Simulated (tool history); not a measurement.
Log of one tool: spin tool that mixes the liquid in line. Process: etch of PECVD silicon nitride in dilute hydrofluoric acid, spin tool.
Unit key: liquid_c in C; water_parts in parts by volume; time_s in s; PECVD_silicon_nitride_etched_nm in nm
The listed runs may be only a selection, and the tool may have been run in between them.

run,hour,liquid_c,water_parts,time_s,PECVD_silicon_nitride_etched_nm
1,0,24,70,265,6.4644
2,3.8,24,70,285,6.9597
3,7.1,22.5,75,285,5.836
4,13.5,21.5,75,285,5.4486
5,17.2,20,75,285,4.9694
6,20.3,20,65,285,5.6777

What does the tool deliver on the next run?
7,22.3,17,90,285,?

PECVD_silicon_nitride_etched_nm: 3.3565 nm

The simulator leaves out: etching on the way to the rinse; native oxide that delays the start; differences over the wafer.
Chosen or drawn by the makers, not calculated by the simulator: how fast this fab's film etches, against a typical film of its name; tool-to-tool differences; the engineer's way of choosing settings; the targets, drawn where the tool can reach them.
